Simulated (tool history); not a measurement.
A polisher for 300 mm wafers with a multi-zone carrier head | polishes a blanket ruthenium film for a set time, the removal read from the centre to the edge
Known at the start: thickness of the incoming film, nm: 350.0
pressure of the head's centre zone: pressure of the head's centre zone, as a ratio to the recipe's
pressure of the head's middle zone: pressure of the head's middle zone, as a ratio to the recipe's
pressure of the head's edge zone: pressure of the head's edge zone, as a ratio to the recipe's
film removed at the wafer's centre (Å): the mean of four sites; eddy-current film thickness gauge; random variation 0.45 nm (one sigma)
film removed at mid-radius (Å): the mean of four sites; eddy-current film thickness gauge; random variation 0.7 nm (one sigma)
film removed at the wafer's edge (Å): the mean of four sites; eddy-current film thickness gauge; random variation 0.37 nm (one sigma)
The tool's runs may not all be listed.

run	day	flow of slurry (ml/min)	pressure of the head's centre zone	pressure of the head's middle zone	pressure of the head's edge zone	polishing time (s)	film removed at the wafer's centre (Å)	film removed at mid-radius (Å)	film removed at the wafer's edge (Å)
1	0.000	310	1.00	1.00	1.00	43	437.21	419.79	432.33
2	0.258	325	1.05	1.00	1.05	45	483.13	444.88	467.48
3	0.512	325	1.10	1.00	1.05	45	506.75	454.17	461.57
4	0.796	285	1.10	1.00	1.05	45	497.46	434.54	459.56
5	1.129	285	1.10	1.00	0.99	45	498.13	432.63	454.29
6	1.317	285	1.12	0.99	1.02	48	546.24	461.28	478.45
7	1.342	275	1.12	0.97	1.06	50	567.56	463.37	509.71
# day 1.517: slurry nozzle cleaned
8	1.517	295	1.13	0.97	1.09	51	599.36	501.50	538.18
9	1.767	295	1.13	0.97	1.09	51	600.01	519.20	539.98

The next listed run, before its measurement:
10	1.817	300	1.14	0.94	1.12	51	?	?	?

{"run 10": {"film removed at the wafer's centre (Å)": 614.29, "film removed at mid-radius (Å)": 482.24, "film removed at the wafer's edge (Å)": 543.44}}
